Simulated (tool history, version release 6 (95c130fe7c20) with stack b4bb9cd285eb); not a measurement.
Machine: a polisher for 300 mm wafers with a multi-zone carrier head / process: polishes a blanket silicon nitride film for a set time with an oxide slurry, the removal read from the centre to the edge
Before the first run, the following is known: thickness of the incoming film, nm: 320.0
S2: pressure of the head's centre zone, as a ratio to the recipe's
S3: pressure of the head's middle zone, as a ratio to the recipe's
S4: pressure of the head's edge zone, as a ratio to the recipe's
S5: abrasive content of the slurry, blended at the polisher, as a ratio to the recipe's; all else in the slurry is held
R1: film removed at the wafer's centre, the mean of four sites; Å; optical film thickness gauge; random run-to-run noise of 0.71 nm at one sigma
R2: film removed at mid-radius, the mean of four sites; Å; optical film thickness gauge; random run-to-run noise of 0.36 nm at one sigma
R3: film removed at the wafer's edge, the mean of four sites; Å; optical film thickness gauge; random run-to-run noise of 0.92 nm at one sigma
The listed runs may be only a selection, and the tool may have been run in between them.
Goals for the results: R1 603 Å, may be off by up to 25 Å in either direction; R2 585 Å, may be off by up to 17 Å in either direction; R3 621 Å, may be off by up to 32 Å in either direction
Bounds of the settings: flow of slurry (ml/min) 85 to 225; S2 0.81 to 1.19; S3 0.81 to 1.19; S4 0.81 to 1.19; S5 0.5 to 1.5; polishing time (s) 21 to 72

{"run": 1, "hour": 0.0, "flow of slurry (ml/min)": 145, "S2": 1, "S3": 1, "S4": 1, "S5": 1, "polishing time (s)": 46, "R1": 442.82, "R2": 428.64, "R3": 433.11}
{"run": 2, "hour": 9.0, "flow of slurry (ml/min)": 145, "S2": 1, "S3": 1.07, "S4": 1, "S5": 1, "polishing time (s)": 46, "R1": 442.58, "R2": 450.31, "R3": 417.28}
{"run": 3, "hour": 17.6, "flow of slurry (ml/min)": 145, "S2": 1, "S3": 1.07, "S4": 1.07, "S5": 1, "polishing time (s)": 46, "R1": 438.41, "R2": 455.51, "R3": 443.91}
{"run": 4, "hour": 19.4, "flow of slurry (ml/min)": 145, "S2": 1.04, "S3": 1.07, "S4": 1.07, "S5": 1, "polishing time (s)": 46, "R1": 462.76, "R2": 450.67, "R3": 443.06}
{"run": 5, "hour": 24.4, "flow of slurry (ml/min)": 120, "S2": 1.04, "S3": 1.07, "S4": 1.07, "S5": 1, "polishing time (s)": 46, "R1": 425.33, "R2": 430.67, "R3": 433.56}
{"run": 6, "hour": 30.8, "flow of slurry (ml/min)": 120, "S2": 1.11, "S3": 1.07, "S4": 1.07, "S5": 1, "polishing time (s)": 46, "R1": 467.25, "R2": 432.43, "R3": 434.56}
{"run": 7, "hour": 34.5, "flow of slurry (ml/min)": 125, "S2": 1.1, "S3": 1.07, "S4": 1.09, "S5": 1.05, "polishing time (s)": 46, "R1": 473.29, "R2": 446.38, "R3": 449.97}
{"run": 8, "hour": 41.8, "flow of slurry (ml/min)": 130, "S2": 1.09, "S3": 1.06, "S4": 1.1, "S5": 1.1, "polishing time (s)": 46, "R1": 494.66, "R2": 455.16, "R3": 471.85}
{"run": 9, "hour": 49.8, "flow of slurry (ml/min)": 135, "S2": 1.08, "S3": 1.06, "S4": 1.11, "S5": 1.15, "polishing time (s)": 46, "R1": 499.51, "R2": 472.99, "R3": 485.57}
{"run": 10, "hour": 56.9, "flow of slurry (ml/min)": 140, "S2": 1.07, "S3": 1.06, "S4": 1.12, "S5": 1.2, "polishing time (s)": 46, "R1": 512.47, "R2": 484.72, "R3": 495.78}
{"run": 11, "hour": 60.5, "flow of slurry (ml/min)": 145, "S2": 1.06, "S3": 1.06, "S4": 1.13, "S5": 1.25, "polishing time (s)": 46, "R1": 519.29, "R2": 498.65, "R3": 516.1}
{"run": 12, "hour": 65.4, "flow of slurry (ml/min)": 150, "S2": 1.05, "S3": 1.06, "S4": 1.14, "S5": 1.3, "polishing time (s)": 46, "R1": 524.78, "R2": 514.54, "R3": 513.68}
{"run": 13, "hour": 69.4, "flow of slurry (ml/min)": 150, "S2": 1.05, "S3": 1.05, "S4": 1.15, "S5": 1.35, "polishing time (s)": 47, "R1": 552.59, "R2": 525.96, "R3": 536.98}
{"run": 14, "hour": 72.0, "flow of slurry (ml/min)": 150, "S2": 1.04, "S3": 1.05, "S4": 1.16, "S5": 1.35, "polishing time (s)": 48, "R1": 557.76, "R2": 544.14, "R3": 559.72}
{"run": 15, "hour": 77.0, "flow of slurry (ml/min)": 155, "S2": 1.03, "S3": 1.03, "S4": 1.18, "S5": 1.45, "polishing time (s)": 49, "R1": 584.75, "R2": 558.05, "R3": 589.95}

Below are 5 possible settings for the next run. Only one of them brings all results inside the allowed miss of their targets. Which is it?
{"run": "A", "hour": 82.0, "flow of slurry (ml/min)": 150, "S2": 1, "S3": 0.92, "S4": 1.12, "S5": 1.5, "polishing time (s)": 52, "R1": "?", "R2": "?", "R3": "?"}
{"run": "B", "hour": 82.0, "flow of slurry (ml/min)": 105, "S2": 0.84, "S3": 1.03, "S4": 1.19, "S5": 1.45, "polishing time (s)": 61, "R1": "?", "R2": "?", "R3": "?"}
{"run": "C", "hour": 82.0, "flow of slurry (ml/min)": 155, "S2": 1.02, "S3": 1.03, "S4": 1.17, "S5": 1.4, "polishing time (s)": 52, "R1": "?", "R2": "?", "R3": "?"}
{"run": "D", "hour": 82.0, "flow of slurry (ml/min)": 125, "S2": 0.98, "S3": 0.97, "S4": 1.19, "S5": 1.5, "polishing time (s)": 56, "R1": "?", "R2": "?", "R3": "?"}
{"run": "E", "hour": 82.0, "flow of slurry (ml/min)": 155, "S2": 1.06, "S3": 1.05, "S4": 1.1, "S5": 1.35, "polishing time (s)": 47, "R1": "?", "R2": "?", "R3": "?"}

move=A R1=594.97 R2=546.47 R3=612.65
move=B R1=520.69 R2=631.16 R3=685.42
move=C R1=595.59 R2=585.09 R3=611.9
move=D R1=598.73 R2=588.02 R3=660.32
move=E R1=551.35 R2=528.98 R3=527.73
A: its largest miss is bigger than the last run's
B: carries the result that was furthest off beyond its target, to the other side
C: every result within its allowed miss
D: puts the biggest miss on target and leaves a different result outside tolerance
E: its largest miss is bigger than the last run's
Answer: C
